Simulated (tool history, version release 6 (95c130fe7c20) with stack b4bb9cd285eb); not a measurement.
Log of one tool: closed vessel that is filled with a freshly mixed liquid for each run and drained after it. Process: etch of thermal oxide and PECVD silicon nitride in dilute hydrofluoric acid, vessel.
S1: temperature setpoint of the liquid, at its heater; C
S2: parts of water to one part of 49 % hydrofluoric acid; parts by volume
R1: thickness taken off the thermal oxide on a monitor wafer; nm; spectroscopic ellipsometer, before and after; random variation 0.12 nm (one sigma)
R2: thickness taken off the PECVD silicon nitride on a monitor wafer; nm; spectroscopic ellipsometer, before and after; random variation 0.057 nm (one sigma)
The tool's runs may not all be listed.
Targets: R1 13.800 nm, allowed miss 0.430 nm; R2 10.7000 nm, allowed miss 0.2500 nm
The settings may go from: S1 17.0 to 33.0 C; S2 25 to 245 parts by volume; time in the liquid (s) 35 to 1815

Run 1, hour 0.0: S1 25.0 C, S2 135 parts by volume, time in the liquid (s) 925. Result: R1 34.395 nm, R2 34.1890 nm.
Run 2, hour 7.3: S1 22.5 C, S2 150 parts by volume, time in the liquid (s) 875. Result: R1 26.258 nm, R2 24.6810 nm.
Run 3, hour 12.7: S1 24.5 C, S2 150 parts by volume, time in the liquid (s) 875. Result: R1 28.744 nm, R2 28.0730 nm.
Run 4, hour 13.7: S1 24.5 C, S2 150 parts by volume, time in the liquid (s) 620. Result: R1 20.225 nm, R2 19.9930 nm.
Run 5, hour 14.7: S1 24.5 C, S2 150 parts by volume, time in the liquid (s) 785. Result: R1 26.225 nm, R2 25.1240 nm.
Run 6, hour 17.0: S1 24.5 C, S2 150 parts by volume, time in the liquid (s) 975. Result: R1 32.028 nm, R2 31.1440 nm.
Run 7, hour 23.1: S1 22.5 C, S2 170 parts by volume, time in the liquid (s) 970. Result: R1 25.348 nm, R2 24.1660 nm.
Run 8, hour 30.4: S1 22.5 C, S2 170 parts by volume, time in the liquid (s) 970. Result: R1 25.393 nm, R2 24.3320 nm.
Run 9, hour 37.2: S1 18.5 C, S2 210 parts by volume, time in the liquid (s) 775. Result: R1 13.349 nm, R2 12.1160 nm.
Run 10, hour 43.1: S1 18.0 C, S2 205 parts by volume, time in the liquid (s) 735. Result: R1 12.973 nm, R2 11.3930 nm.
Run 11, hour 45.7: S1 18.0 C, S2 205 parts by volume, time in the liquid (s) 735. Result: R1 13.094 nm, R2 11.3360 nm.
Run 12, hour 49.7: S1 17.0 C, S2 185 parts by volume, time in the liquid (s) 625. Result: R1 12.000 nm, R2 9.9482 nm.
Run 13, hour 54.9: S1 17.0 C, S2 175 parts by volume, time in the liquid (s) 605. Result: R1 12.227 nm, R2 10.1860 nm.
Run 14, hour 58.5: S1 17.0 C, S2 165 parts by volume, time in the liquid (s) 585. Result: R1 12.674 nm, R2 10.3710 nm.
Run 15, hour 64.4: S1 17.0 C, S2 160 parts by volume, time in the liquid (s) 570. Result: R1 12.847 nm, R2 10.4470 nm.

5 next moves are on the table. One of them brings every result within its allowed miss. Which?
Run A, hour 70.3: S1 17.0 C, S2 165 parts by volume, time in the liquid (s) 575. Result: R1 ?, R2 ?.
Run B, hour 70.3: S1 21.0 C, S2 195 parts by volume, time in the liquid (s) 545. Result: R1 ?, R2 ?.
Run C, hour 70.3: S1 22.5 C, S2 165 parts by volume, time in the liquid (s) 420. Result: R1 ?, R2 ?.
Run D, hour 70.3: S1 20.5 C, S2 190 parts by volume, time in the liquid (s) 525. Result: R1 ?, R2 ?.
Run E, hour 70.3: S1 17.0 C, S2 125 parts by volume, time in the liquid (s) 460. Result: R1 ?, R2 ?.

move      R1       R2
   A  12.651  10.2400
   B  11.537  10.7800
   C  11.485  10.7890
   D  11.246  10.3090
   E  13.891  10.7060
A: further off than the last run
B: further off than the last run
C: further off than the last run
D: further off than the last run
E: meets every target
The right move is E.
